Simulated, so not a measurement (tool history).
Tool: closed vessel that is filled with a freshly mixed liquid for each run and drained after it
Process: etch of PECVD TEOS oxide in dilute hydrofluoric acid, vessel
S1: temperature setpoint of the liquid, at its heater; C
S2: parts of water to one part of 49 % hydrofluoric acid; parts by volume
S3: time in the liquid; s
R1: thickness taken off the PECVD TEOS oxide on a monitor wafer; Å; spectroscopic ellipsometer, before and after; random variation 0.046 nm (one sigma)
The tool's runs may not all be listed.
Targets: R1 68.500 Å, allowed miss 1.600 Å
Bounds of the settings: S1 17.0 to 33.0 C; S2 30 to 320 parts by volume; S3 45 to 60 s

Run 1, day 0.000: S1 25.0 C, S2 175 parts by volume, S3 60 s. Result: R1 57.044 Å.
Run 2, day 0.054: S1 26.5 C, S2 175 parts by volume, S3 60 s. Result: R1 60.223 Å.
Run 3, day 0.217: S1 25.0 C, S2 175 parts by volume, S3 60 s. Result: R1 55.770 Å.
Run 4, day 0.571: S1 25.0 C, S2 240 parts by volume, S3 60 s. Result: R1 38.386 Å.
Run 5, day 0.658: S1 27.5 C, S2 225 parts by volume, S3 60 s. Result: R1 45.171 Å.
Run 6, day 0.992: S1 27.5 C, S2 275 parts by volume, S3 60 s. Result: R1 35.177 Å.
Run 7, day 1.167: S1 29.0 C, S2 250 parts by volume, S3 60 s. Result: R1 41.289 Å.
Run 8, day 1.517: S1 30.0 C, S2 225 parts by volume, S3 60 s. Result: R1 49.342 Å.
Run 9, day 1.617: S1 31.0 C, S2 210 parts by volume, S3 60 s. Result: R1 54.994 Å.
Run 10, day 1.967: S1 31.5 C, S2 200 parts by volume, S3 60 s. Result: R1 60.678 Å.
At day 2.138: hydrofluoric acid flow meter replaced.
Run 11, day 2.138: S1 33.0 C, S2 190 parts by volume, S3 60 s. Result: R1 71.655 Å.
Run 12, day 2.529: S1 32.5 C, S2 190 parts by volume, S3 60 s. Result: R1 70.760 Å.
Run 13, day 2.704: S1 32.5 C, S2 190 parts by volume, S3 60 s. Result: R1 71.014 Å.

5 next moves are on the table. One of them brings every result within its allowed miss. Which?
Run A, day 2.879: S1 32.5 C, S2 175 parts by volume, S3 50 s. Result: R1 ?.
Run B, day 2.879: S1 31.0 C, S2 155 parts by volume, S3 45 s. Result: R1 ?.
Run C, day 2.879: S1 31.5 C, S2 200 parts by volume, S3 60 s. Result: R1 ?.
Run D, day 2.879: S1 33.0 C, S2 170 parts by volume, S3 50 s. Result: R1 ?.
Run E, day 2.879: S1 29.0 C, S2 145 parts by volume, S3 45 s. Result: R1 ?.

move      R1
   A  65.563
   B  64.936
   C  64.402
   D  69.122
   E  65.451
A: takes the result that was furthest off past its target
B: takes the result that was furthest off past its target
C: takes the result that was furthest off past its target
D: meets every target
E: takes the result that was furthest off past its target
The right move is D.

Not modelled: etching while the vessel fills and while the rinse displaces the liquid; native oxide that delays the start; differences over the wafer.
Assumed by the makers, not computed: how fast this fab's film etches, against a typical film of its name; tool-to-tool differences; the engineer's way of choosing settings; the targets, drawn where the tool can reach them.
